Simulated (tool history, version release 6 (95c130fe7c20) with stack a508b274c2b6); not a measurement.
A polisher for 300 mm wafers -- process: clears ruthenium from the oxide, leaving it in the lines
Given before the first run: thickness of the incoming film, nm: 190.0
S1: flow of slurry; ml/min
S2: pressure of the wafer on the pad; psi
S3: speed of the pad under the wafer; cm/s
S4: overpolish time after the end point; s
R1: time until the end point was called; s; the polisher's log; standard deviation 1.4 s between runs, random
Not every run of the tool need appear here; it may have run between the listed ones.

run    day   S1   S2   S3  S4      R1
  1      0  275  2.1  102  22  183.91
  2  0.054  275  2.1   88  22  204.32
  3  0.421  275  2.3   88  22  197.38
  4  0.704  240  2.3   88  22  193.09
  5  0.742  240  2.3   88  24  195.95
  6  0.858  290  2.3   88  24  195.43
  7  1.225  290  2.5   88  24  176.67

Run 8 comes next. What will it give?
  8  1.354  290  2.5  88  24   ?

Logged for run 8: R1 179.18 s.

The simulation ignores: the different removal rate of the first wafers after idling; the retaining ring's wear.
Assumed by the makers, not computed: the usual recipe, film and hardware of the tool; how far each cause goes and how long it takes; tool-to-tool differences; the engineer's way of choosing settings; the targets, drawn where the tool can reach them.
